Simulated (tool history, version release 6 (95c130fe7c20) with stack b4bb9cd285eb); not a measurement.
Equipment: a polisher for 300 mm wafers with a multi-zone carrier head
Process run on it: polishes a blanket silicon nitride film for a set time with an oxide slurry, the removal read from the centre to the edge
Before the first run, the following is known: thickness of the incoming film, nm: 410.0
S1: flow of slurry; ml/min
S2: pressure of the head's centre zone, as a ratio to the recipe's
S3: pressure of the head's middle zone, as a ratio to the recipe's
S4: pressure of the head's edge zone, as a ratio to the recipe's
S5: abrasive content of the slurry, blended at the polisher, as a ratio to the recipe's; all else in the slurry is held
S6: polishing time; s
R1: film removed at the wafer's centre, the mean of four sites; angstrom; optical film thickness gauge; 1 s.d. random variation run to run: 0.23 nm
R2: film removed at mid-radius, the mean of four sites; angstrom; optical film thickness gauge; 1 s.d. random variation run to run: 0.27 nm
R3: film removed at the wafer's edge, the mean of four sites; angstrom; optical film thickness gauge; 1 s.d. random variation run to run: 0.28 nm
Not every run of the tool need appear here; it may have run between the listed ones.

run 1 hour=0.0 | S1=295 S2=1.00 S3=1.00 S4=1.00 S5=1.00 S6=40 | R1=263.06 R2=254.96 R3=259.30
run 2 hour=6.7 | S1=295 S2=1.00 S3=1.01 S4=0.98 S5=0.95 S6=40 | R1=261.69 R2=254.35 R3=244.89
run 3 hour=15.2 | S1=225 S2=1.00 S3=1.01 S4=0.98 S5=0.95 S6=40 | R1=246.41 R2=246.53 R3=248.59
run 4 hour=21.0 | S1=225 S2=1.00 S3=0.94 S4=0.98 S5=0.95 S6=40 | R1=252.98 R2=238.18 R3=244.91
run 5 hour=22.3 | S1=235 S2=0.99 S3=0.95 S4=0.96 S5=0.90 S6=40 | R1=244.37 R2=227.91 R3=237.95
run 6 hour=26.5 | S1=245 S2=0.99 S3=0.99 S4=0.94 S5=0.85 S6=40 | R1=236.92 R2=235.98 R3=232.95
run 7 hour=29.4 | S1=245 S2=0.99 S3=0.99 S4=0.94 S5=0.85 S6=40 | R1=243.93 R2=237.09 R3=230.75
run 8 hour=31.3 | S1=250 S2=0.98 S3=1.00 S4=0.93 S5=0.80 S6=40 | R1=227.58 R2=229.64 R3=225.82
run 9 hour=33.5 | S1=260 S2=0.98 S3=1.01 S4=0.91 S5=0.80 S6=40 | R1=226.81 R2=235.98 R3=219.72
run 10 hour=40.4 | S1=265 S2=0.98 S3=1.01 S4=0.90 S5=0.80 S6=40 | R1=230.96 R2=234.29 R3=220.28

Run 11 has not been measured yet. What should we expect?
run 11 hour=47.6 | S1=270 S2=0.98 S3=1.02 S4=0.89 S5=0.80 S6=40 | R1=? R2=? R3=?

{"run 11": {"R1": 233.72, "R2": 236.95, "R3": 218.32}}
